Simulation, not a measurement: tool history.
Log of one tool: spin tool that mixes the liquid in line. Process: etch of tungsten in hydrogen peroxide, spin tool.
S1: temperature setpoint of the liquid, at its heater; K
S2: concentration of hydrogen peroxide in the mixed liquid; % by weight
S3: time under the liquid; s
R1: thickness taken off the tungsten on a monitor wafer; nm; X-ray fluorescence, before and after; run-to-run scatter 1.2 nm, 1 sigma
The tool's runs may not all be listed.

{"run": 1, "day": 0.0, "S1": 331.15, "S2": 26, "S3": 50, "R1": 166.07}
{"run": 2, "day": 0.046, "S1": 331.15, "S2": 26, "S3": 50, "R1": 164.3}
{"run": 3, "day": 0.342, "S1": 330.15, "S2": 26, "S3": 50, "R1": 153.64}
{"run": 4, "day": 0.621, "S1": 329.65, "S2": 26, "S3": 50, "R1": 150.31}
{"run": 5, "day": 0.671, "S1": 334.65, "S2": 26, "S3": 50, "R1": 196.26}
{"run": 6, "day": 0.8, "S1": 332.65, "S2": 26, "S3": 50, "R1": 179.04}
{"run": 7, "day": 0.942, "S1": 331.15, "S2": 26, "S3": 50, "R1": 166.41}
{"run": 8, "day": 1.254, "S1": 330.15, "S2": 26, "S3": 50, "R1": 154.94}
{"run": 9, "day": 1.479, "S1": 329.65, "S2": 26, "S3": 50, "R1": 151.72}
{"run": 10, "day": 1.529, "S1": 329.15, "S2": 26, "S3": 50, "R1": 145.29}
{"run": 11, "day": 1.608, "S1": 328.65, "S2": 26, "S3": 50, "R1": 142.05}

Expected results for the next run?
{"run": 12, "day": 1.938, "S1": 328.15, "S2": 26, "S3": 50, "R1": "?"}

{"run 12": {"R1": 136.39}}
